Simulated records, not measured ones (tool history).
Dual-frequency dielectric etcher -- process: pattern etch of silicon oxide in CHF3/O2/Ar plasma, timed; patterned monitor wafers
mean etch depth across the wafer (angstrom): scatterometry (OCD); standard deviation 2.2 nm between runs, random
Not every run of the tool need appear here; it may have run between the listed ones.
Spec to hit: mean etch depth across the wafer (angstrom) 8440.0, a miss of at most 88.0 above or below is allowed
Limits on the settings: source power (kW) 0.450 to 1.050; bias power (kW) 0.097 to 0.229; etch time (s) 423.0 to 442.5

run	hour	source power (kW)	bias power (kW)	etch time (s)	mean etch depth across the wafer (angstrom)
1	0.0	0.750	0.163	423.0	9068.5
2	6.3	0.750	0.186	423.0	9550.2
3	14.5	0.750	0.158	423.0	9078.0
4	20.5	0.710	0.157	423.0	8849.4
5	27.9	0.710	0.157	442.5	9175.3
6	29.3	0.710	0.169	442.5	9457.8
7	30.2	0.660	0.168	442.5	9156.4
8	34.2	0.630	0.168	442.5	9043.2
9	36.8	0.600	0.168	442.5	8920.1
10	41.2	0.570	0.168	442.5	8770.3
11	44.6	0.550	0.168	442.5	8640.9
12	50.7	0.540	0.168	442.5	8586.3
13	59.8	0.530	0.168	442.5	8562.2

Of the 4 settings listed for the next run, only one would bring every result within its allowed miss of target. Which one?
A	68.9	0.550	0.189	423.0	?
B	68.9	0.670	0.159	424.0	?
C	68.9	0.530	0.164	439.5	?
D	68.9	0.570	0.167	438.5	?

move	mean etch depth across the wafer (angstrom)
A	8603.2
B	8682.1
C	8380.3
D	8631.8
A: its largest miss is bigger than the last run's
B: its largest miss is bigger than the last run's
C: hits every target within its allowed miss
D: its largest miss is bigger than the last run's
C meets every target.
